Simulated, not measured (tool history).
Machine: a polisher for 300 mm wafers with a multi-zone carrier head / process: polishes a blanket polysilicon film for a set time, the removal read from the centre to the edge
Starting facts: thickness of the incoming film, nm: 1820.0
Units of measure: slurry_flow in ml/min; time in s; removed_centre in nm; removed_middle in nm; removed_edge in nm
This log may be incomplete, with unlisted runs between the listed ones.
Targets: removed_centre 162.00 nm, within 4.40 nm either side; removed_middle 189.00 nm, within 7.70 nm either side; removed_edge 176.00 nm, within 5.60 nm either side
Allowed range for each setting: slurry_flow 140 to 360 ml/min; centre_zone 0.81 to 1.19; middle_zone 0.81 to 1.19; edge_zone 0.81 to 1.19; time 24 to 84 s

{"run": 1, "hour": 0.0, "slurry_flow": 230, "centre_zone": 1.0, "middle_zone": 1.0, "edge_zone": 1.0, "time": 54, "removed_centre": 207.87, "removed_middle": 215.35, "removed_edge": 220.48}
{"run": 2, "hour": 4.8, "slurry_flow": 230, "centre_zone": 1.0, "middle_zone": 0.92, "edge_zone": 1.0, "time": 54, "removed_centre": 211.52, "removed_middle": 205.56, "removed_edge": 223.65}
{"run": 3, "hour": 5.7, "slurry_flow": 270, "centre_zone": 1.0, "middle_zone": 0.92, "edge_zone": 1.0, "time": 54, "removed_centre": 214.41, "removed_middle": 208.44, "removed_edge": 225.1}
{"run": 4, "hour": 9.2, "slurry_flow": 220, "centre_zone": 1.0, "middle_zone": 0.92, "edge_zone": 1.0, "time": 54, "removed_centre": 208.76, "removed_middle": 202.73, "removed_edge": 217.4}
{"run": 5, "hour": 15.7, "slurry_flow": 245, "centre_zone": 1.0, "middle_zone": 0.92, "edge_zone": 1.0, "time": 54, "removed_centre": 213.84, "removed_middle": 203.65, "removed_edge": 219.89}
{"run": 6, "hour": 17.8, "slurry_flow": 245, "centre_zone": 1.0, "middle_zone": 0.92, "edge_zone": 1.07, "time": 54, "removed_centre": 211.44, "removed_middle": 202.36, "removed_edge": 230.27}
{"run": 7, "hour": 23.0, "slurry_flow": 230, "centre_zone": 0.96, "middle_zone": 0.93, "edge_zone": 1.0, "time": 52, "removed_centre": 194.73, "removed_middle": 201.9, "removed_edge": 210.24}
{"hour": 26.6, "done": "edge zone pressure recalibrated"}
{"run": 8, "hour": 26.6, "slurry_flow": 220, "centre_zone": 0.93, "middle_zone": 0.91, "edge_zone": 0.96, "time": 51, "removed_centre": 184.47, "removed_middle": 191.27, "removed_edge": 192.87}
{"run": 9, "hour": 30.7, "slurry_flow": 210, "centre_zone": 0.9, "middle_zone": 0.91, "edge_zone": 0.95, "time": 51, "removed_centre": 178.73, "removed_middle": 190.82, "removed_edge": 191.53}
{"run": 10, "hour": 32.4, "slurry_flow": 200, "centre_zone": 0.88, "middle_zone": 0.91, "edge_zone": 0.93, "time": 51, "removed_centre": 174.79, "removed_middle": 187.52, "removed_edge": 188.03}
{"run": 11, "hour": 38.9, "slurry_flow": 195, "centre_zone": 0.86, "middle_zone": 0.92, "edge_zone": 0.91, "time": 51, "removed_centre": 169.26, "removed_middle": 185.02, "removed_edge": 187.73}
{"run": 12, "hour": 40.8, "slurry_flow": 215, "centre_zone": 0.86, "middle_zone": 0.95, "edge_zone": 0.88, "time": 50, "removed_centre": 170.76, "removed_middle": 190.41, "removed_edge": 181.37}

5 candidate next runs follow, results not yet known. Just one meets every target within its allowed miss. Identify it.
{"run": "A", "hour": 42.7, "slurry_flow": 160, "centre_zone": 0.95, "middle_zone": 0.95, "edge_zone": 0.92, "time": 51, "removed_centre": "?", "removed_middle": "?", "removed_edge": "?"}
{"run": "B", "hour": 42.7, "slurry_flow": 205, "centre_zone": 0.92, "middle_zone": 0.93, "edge_zone": 0.87, "time": 49, "removed_centre": "?", "removed_middle": "?", "removed_edge": "?"}
{"run": "C", "hour": 42.7, "slurry_flow": 190, "centre_zone": 0.84, "middle_zone": 0.95, "edge_zone": 0.84, "time": 50, "removed_centre": "?", "removed_middle": "?", "removed_edge": "?"}
{"run": "D", "hour": 42.7, "slurry_flow": 190, "centre_zone": 0.93, "middle_zone": 0.97, "edge_zone": 0.89, "time": 49, "removed_centre": "?", "removed_middle": "?", "removed_edge": "?"}
{"run": "E", "hour": 42.7, "slurry_flow": 190, "centre_zone": 0.92, "middle_zone": 0.9, "edge_zone": 0.87, "time": 51, "removed_centre": "?", "removed_middle": "?", "removed_edge": "?"}

move=A removed_centre=177.73 removed_middle=180.21 removed_edge=180.81
move=B removed_centre=174.69 removed_middle=178.11 removed_edge=175.16
move=C removed_centre=162.09 removed_middle=182.76 removed_edge=174.27
move=D removed_centre=173.95 removed_middle=182.17 removed_edge=175.24
move=E removed_centre=179.22 removed_middle=178.13 removed_edge=180.69
A: lands further from the targets than the last run did
B: lands further from the targets than the last run did
C: every result lands within tolerance
D: lands further from the targets than the last run did
E: lands further from the targets than the last run did
Answer: C
